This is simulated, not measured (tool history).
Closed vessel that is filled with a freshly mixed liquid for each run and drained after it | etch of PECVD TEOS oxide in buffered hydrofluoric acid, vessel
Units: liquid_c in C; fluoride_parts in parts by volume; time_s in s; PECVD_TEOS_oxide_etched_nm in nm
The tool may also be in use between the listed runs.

{"run": 1, "hour": 0.0, "liquid_c": 23, "fluoride_parts": 17, "time_s": 90, "PECVD_TEOS_oxide_etched_nm": 188.86}
{"run": 2, "hour": 6.0, "liquid_c": 21.5, "fluoride_parts": 17, "time_s": 90, "PECVD_TEOS_oxide_etched_nm": 173.31}
{"run": 3, "hour": 7.5, "liquid_c": 22, "fluoride_parts": 17, "time_s": 90, "PECVD_TEOS_oxide_etched_nm": 176.08}
{"run": 4, "hour": 12.3, "liquid_c": 22, "fluoride_parts": 21, "time_s": 90, "PECVD_TEOS_oxide_etched_nm": 146.84}
{"run": 5, "hour": 16.5, "liquid_c": 22, "fluoride_parts": 21, "time_s": 95, "PECVD_TEOS_oxide_etched_nm": 154.97}
{"run": 6, "hour": 18.9, "liquid_c": 20.5, "fluoride_parts": 21, "time_s": 95, "PECVD_TEOS_oxide_etched_nm": 139.65}

The next listed run, before its measurement:
{"run": 7, "hour": 20.8, "liquid_c": 21, "fluoride_parts": 21, "time_s": 95, "PECVD_TEOS_oxide_etched_nm": "?"}

{"run 7": {"PECVD_TEOS_oxide_etched_nm": 148.34}}

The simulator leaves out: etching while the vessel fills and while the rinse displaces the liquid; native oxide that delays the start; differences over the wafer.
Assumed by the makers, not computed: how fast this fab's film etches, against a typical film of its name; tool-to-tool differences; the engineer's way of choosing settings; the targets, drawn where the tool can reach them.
